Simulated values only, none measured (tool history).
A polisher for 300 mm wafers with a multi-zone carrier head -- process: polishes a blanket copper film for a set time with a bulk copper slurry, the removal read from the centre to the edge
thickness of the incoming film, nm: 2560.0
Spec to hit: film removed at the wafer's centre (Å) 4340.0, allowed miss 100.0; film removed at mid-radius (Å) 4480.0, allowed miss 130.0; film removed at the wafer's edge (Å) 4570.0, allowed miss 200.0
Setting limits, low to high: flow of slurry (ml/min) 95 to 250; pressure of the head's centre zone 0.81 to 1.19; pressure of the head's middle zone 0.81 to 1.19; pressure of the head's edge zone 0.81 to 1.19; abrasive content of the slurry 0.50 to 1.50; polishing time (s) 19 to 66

| run | day | flow of slurry (ml/min) | pressure of the head's centre zone | pressure of the head's middle zone | pressure of the head's edge zone | abrasive content of the slurry | polishing time (s) | film removed at the wafer's centre (Å) | film removed at mid-radius (Å) | film removed at the wafer's edge (Å) |
|---|---|---|---|---|---|---|---|---|---|---|
| 1 | 0.000 | 160 | 1.00 | 1.00 | 1.00 | 1.00 | 42 | 3652.4 | 3618.7 | 3762.8 |
| 2 | 0.296 | 170 | 1.01 | 1.02 | 1.03 | 1.05 | 42 | 3812.3 | 3747.2 | 3872.0 |
| 3 | 0.529 | 170 | 1.07 | 1.02 | 1.03 | 1.05 | 42 | 4019.5 | 3771.5 | 3825.3 |
| 4 | 0.858 | 170 | 1.07 | 0.98 | 1.03 | 1.05 | 42 | 3992.3 | 3650.7 | 3922.9 |
| 5 | 1.012 | 175 | 1.06 | 1.00 | 1.05 | 1.10 | 42 | 4031.3 | 3760.2 | 3949.9 |
| 6 | 1.317 | 195 | 1.06 | 1.00 | 1.05 | 1.10 | 42 | 4053.2 | 3833.7 | 4017.1 |
| 7 | 1.529 | 200 | 1.05 | 1.01 | 1.07 | 1.15 | 42 | 4071.1 | 3963.6 | 3990.8 |
| 8 | 1.888 | 200 | 1.04 | 1.00 | 1.08 | 1.20 | 42 | 4094.3 | 3876.9 | 4207.6 |
| 9 | 2.033 | 200 | 1.04 | 1.00 | 1.08 | 1.20 | 42 | 4104.1 | 3931.3 | 4089.5 |
| 10 | 2.279 | 205 | 1.03 | 1.00 | 1.09 | 1.25 | 42 | 4140.1 | 4028.1 | 4253.5 |
| 11 | 2.338 | 205 | 1.03 | 1.01 | 1.10 | 1.30 | 42 | 4142.8 | 4029.6 | 4298.5 |

Exactly one of the 5 candidate moves below puts every result within its allowed miss. Which one?
| A | 2.396 | 155 | 1.13 | 0.96 | 1.08 | 1.15 | 44 | ? | ? | ? |
| B | 2.396 | 220 | 0.97 | 1.01 | 1.03 | 1.20 | 47 | ? | ? | ? |
| C | 2.396 | 225 | 1.06 | 1.08 | 1.10 | 1.30 | 41 | ? | ? | ? |
| D | 2.396 | 225 | 1.15 | 0.89 | 1.14 | 1.50 | 39 | ? | ? | ? |
| E | 2.396 | 175 | 0.89 | 1.17 | 1.10 | 1.40 | 46 | ? | ? | ? |

| move | film removed at the wafer's centre (Å) | film removed at mid-radius (Å) | film removed at the wafer's edge (Å) |
|---|---|---|---|
| A | 4427.5 | 3732.4 | 4146.2 |
| B | 4335.0 | 4421.5 | 4528.7 |
| C | 4217.7 | 4157.9 | 4153.2 |
| D | 4478.9 | 3461.1 | 4153.8 |
| E | 3876.5 | 4903.3 | 4604.6 |
A: misses by more than the last run did
B: all results in spec
C: moves toward the targets from the last run without getting all of them in spec
D: misses by more than the last run did
E: moves the result that the last run missed by most past its target, out the other side
Correct choice: B, which meets every target
